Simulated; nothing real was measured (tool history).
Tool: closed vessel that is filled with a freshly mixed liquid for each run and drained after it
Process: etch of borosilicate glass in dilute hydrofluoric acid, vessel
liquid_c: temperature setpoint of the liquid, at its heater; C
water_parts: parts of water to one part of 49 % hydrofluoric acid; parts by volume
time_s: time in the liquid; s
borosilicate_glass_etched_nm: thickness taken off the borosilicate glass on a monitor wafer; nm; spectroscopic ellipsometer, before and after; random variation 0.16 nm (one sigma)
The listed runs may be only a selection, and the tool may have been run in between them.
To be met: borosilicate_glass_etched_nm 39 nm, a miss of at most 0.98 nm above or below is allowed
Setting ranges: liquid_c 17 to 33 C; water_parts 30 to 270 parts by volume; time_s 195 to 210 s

run 1 hour=0 | liquid_c=25 water_parts=150 time_s=195 | borosilicate_glass_etched_nm=30.364
run 2 hour=2 | liquid_c=26.5 water_parts=150 time_s=195 | borosilicate_glass_etched_nm=32.07
run 3 hour=9 | liquid_c=26.5 water_parts=150 time_s=195 | borosilicate_glass_etched_nm=32.127
run 4 hour=14.7 | liquid_c=27.5 water_parts=150 time_s=195 | borosilicate_glass_etched_nm=33.184
run 5 hour=22.8 | liquid_c=28.5 water_parts=150 time_s=195 | borosilicate_glass_etched_nm=34.383
run 6 hour=28.1 | liquid_c=28.5 water_parts=100 time_s=195 | borosilicate_glass_etched_nm=55.072
run 7 hour=33.4 | liquid_c=26.5 water_parts=100 time_s=195 | borosilicate_glass_etched_nm=51.528
run 8 hour=36.8 | liquid_c=22.5 water_parts=105 time_s=195 | borosilicate_glass_etched_nm=41.67
run 9 hour=43.1 | liquid_c=22 water_parts=105 time_s=195 | borosilicate_glass_etched_nm=40.635

Pick the move, out of 5, that brings all results within their allowed miss; only one does.
run A hour=49.4 | liquid_c=26.5 water_parts=130 time_s=200 | borosilicate_glass_etched_nm=?
run B hour=49.4 | liquid_c=21 water_parts=110 time_s=195 | borosilicate_glass_etched_nm=?
run C hour=49.4 | liquid_c=22.5 water_parts=115 time_s=195 | borosilicate_glass_etched_nm=?
run D hour=49.4 | liquid_c=27.5 water_parts=140 time_s=195 | borosilicate_glass_etched_nm=?
run E hour=49.4 | liquid_c=23 water_parts=120 time_s=195 | borosilicate_glass_etched_nm=?

move=A borosilicate_glass_etched_nm=39.024
move=B borosilicate_glass_etched_nm=37.128
move=C borosilicate_glass_etched_nm=37.5
move=D borosilicate_glass_etched_nm=36.225
move=E borosilicate_glass_etched_nm=36.443
A: every result within its allowed miss
B: moves the result that the last run missed by most past its target, out the other side
C: moves the result that the last run missed by most past its target, out the other side
D: moves the result that the last run missed by most past its target, out the other side
E: moves the result that the last run missed by most past its target, out the other side
The right move is A.
